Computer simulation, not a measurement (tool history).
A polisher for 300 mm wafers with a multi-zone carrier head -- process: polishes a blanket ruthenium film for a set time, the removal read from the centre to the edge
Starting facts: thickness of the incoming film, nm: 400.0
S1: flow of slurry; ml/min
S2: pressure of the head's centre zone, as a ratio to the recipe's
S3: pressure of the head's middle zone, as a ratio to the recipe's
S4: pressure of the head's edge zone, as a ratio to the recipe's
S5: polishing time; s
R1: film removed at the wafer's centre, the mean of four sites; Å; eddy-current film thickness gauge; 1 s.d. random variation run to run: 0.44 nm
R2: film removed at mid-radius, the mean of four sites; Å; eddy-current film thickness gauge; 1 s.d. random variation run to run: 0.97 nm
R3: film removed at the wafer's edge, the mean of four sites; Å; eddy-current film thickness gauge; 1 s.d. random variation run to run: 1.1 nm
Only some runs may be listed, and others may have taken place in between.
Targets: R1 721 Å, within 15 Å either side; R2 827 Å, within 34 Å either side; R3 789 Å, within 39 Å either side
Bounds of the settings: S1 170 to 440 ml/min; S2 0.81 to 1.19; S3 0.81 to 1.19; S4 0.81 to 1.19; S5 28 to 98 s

run,day,S1,S2,S3,S4,S5,R1,R2,R3
1,0,280,1,1,1,63,669.7,676.66,696.08
2,0.3,295,1,1.04,1.03,64,688.56,713.41,729.84
3,0.596,310,1,1.08,1.04,64,678.94,743.65,722.51
4,0.712,310,1,1.08,1.04,50,538.57,571.88,555.79
5,0.938,275,1,1.08,1.04,50,526.25,574.98,556.27
6,1.262,275,1,1.08,1.04,65,685.08,751.3,732.62
7,1.3,275,1,1.08,1.04,65,689.87,748.85,715.7
8,1.421,290,1,1.1,1.06,66,709.88,767.83,748.75
9,1.788,290,0.99,1.12,1.07,67,715.5,797.24,744.57
10,1.883,290,0.97,1.12,1.08,68,710.07,801.34,775.15
11,2.1,290,0.97,1.12,1.08,68,706.78,807.58,753.36

Exactly one of the 5 candidate moves below puts every result within its allowed miss. Which one?
A,2.317,315,0.97,1.16,1.06,66,?,?,?
B,2.317,270,0.91,1.09,1.13,70,?,?,?
C,2.317,310,1.03,1.17,1.05,64,?,?,?
D,2.317,290,1.01,1.07,1.11,67,?,?,?
E,2.317,340,0.93,1.07,0.99,71,?,?,?

move,R1,R2,R3
A,689.82,813.55,758.17
B,674.56,809.71,815.17
C,709.53,792.91,731.75
D,722.79,768.93,779.32
E,716.03,826.99,800.66
A: misses by more than the last run did
B: misses by more than the last run did
C: gets the furthest-off result to its target, but another result is out of tolerance
D: gets the furthest-off result to its target, but another result is out of tolerance
E: each result inside its tolerance
Go with E: it meets all targets.
